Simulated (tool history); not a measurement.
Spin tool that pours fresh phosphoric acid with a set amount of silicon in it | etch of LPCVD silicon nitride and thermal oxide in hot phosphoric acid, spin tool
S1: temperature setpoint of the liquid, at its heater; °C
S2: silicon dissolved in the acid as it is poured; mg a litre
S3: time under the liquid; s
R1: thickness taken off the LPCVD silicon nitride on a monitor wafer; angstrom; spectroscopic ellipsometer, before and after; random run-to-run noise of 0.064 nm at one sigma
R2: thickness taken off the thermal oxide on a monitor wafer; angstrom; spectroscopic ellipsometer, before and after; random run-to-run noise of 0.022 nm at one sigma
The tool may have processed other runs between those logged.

| run | hour | S1 | S2 | S3 | R1 | R2 |
|---|---|---|---|---|---|---|
| 1 | 0 | 163 | 28.5 | 105 | 109.3 | 1.9626 |
| 2 | 5.5 | 163 | 42 | 105 | 108.7 | 0.77982 |
| 3 | 7.3 | 163.5 | 42 | 105 | 111.69 | 0.75097 |
| 4 | 13.9 | 163.5 | 27 | 105 | 112.1 | 2.1616 |
| 5 | 21.9 | 164 | 28.5 | 105 | 114.29 | 2.539 |
| 6 | 23.7 | 164 | 40 | 105 | 112.79 | 0.82747 |
| 7 | 26.2 | 164.5 | 39.5 | 105 | 114.61 | 1.1986 |
| 8 | 30.7 | 165 | 40.5 | 105 | 115.6 | 1.141 |
| 9 | 36.6 | 165.5 | 41 | 105 | 118.49 | 0.85057 |
| 10 | 39.5 | 166 | 40.5 | 105 | 120.99 | 1.1113 |

Run 11 has not been measured yet. What should we expect?
| 11 | 46.2 | 167 | 41 | 110 | ? | ? |

R1: 130.52 angstrom
R2: 1.1727 angstrom

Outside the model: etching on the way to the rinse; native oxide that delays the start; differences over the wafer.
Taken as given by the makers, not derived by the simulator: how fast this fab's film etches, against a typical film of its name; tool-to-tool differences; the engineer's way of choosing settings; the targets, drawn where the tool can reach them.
